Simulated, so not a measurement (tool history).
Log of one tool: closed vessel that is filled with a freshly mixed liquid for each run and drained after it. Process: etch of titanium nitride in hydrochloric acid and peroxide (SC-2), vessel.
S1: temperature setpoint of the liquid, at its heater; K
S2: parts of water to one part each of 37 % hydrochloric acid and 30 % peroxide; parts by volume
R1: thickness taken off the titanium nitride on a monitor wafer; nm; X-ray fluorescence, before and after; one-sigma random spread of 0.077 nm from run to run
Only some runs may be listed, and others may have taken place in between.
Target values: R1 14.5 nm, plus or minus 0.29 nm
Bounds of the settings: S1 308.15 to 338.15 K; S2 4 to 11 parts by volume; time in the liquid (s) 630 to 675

run 1 hour=0 | S1=322.15 S2=6 time_in_the_liquid_(s)=630 | R1=23.739
run 2 hour=6.5 | S1=321.15 S2=6 time_in_the_liquid_(s)=630 | R1=21.998
run 3 hour=8.9 | S1=320.15 S2=6 time_in_the_liquid_(s)=630 | R1=20.86
run 4 hour=13 | S1=319.15 S2=6 time_in_the_liquid_(s)=630 | R1=19.405
run 5 hour=22.1 | S1=318.65 S2=6 time_in_the_liquid_(s)=630 | R1=18.772
run 6 hour=24.6 | S1=318.15 S2=6 time_in_the_liquid_(s)=630 | R1=18.28
run 7 hour=33.1 | S1=317.65 S2=6 time_in_the_liquid_(s)=630 | R1=17.387
run 8 hour=36.4 | S1=317.15 S2=6 time_in_the_liquid_(s)=630 | R1=16.766
run 9 hour=39.3 | S1=317.15 S2=6 time_in_the_liquid_(s)=630 | R1=16.876
run 10 hour=42.4 | S1=316.65 S2=6 time_in_the_liquid_(s)=630 | R1=16.302
run 11 hour=44.4 | S1=316.15 S2=6 time_in_the_liquid_(s)=630 | R1=15.774
run 12 hour=46.9 | S1=315.65 S2=6 time_in_the_liquid_(s)=630 | R1=15.294
run 13 hour=51.8 | S1=314.65 S2=6 time_in_the_liquid_(s)=630 | R1=14.199

Exercise: of the 4 proposed moves below, exactly one satisfies all targets within the stated allowed misses. Which move is it?
run A hour=56.7 | S1=315.15 S2=6 time_in_the_liquid_(s)=660 | R1=?
run B hour=56.7 | S1=316.65 S2=7 time_in_the_liquid_(s)=630 | R1=?
run C hour=56.7 | S1=314.65 S2=6 time_in_the_liquid_(s)=675 | R1=?
run D hour=56.7 | S1=314.65 S2=5.5 time_in_the_liquid_(s)=630 | R1=?

move=A R1=15.446
move=B R1=14.551
move=C R1=15.252
move=D R1=15.184
A: takes the result that was furthest off past its target
B: meets every target
C: takes the result that was furthest off past its target
D: takes the result that was furthest off past its target
Move B is the one to make.
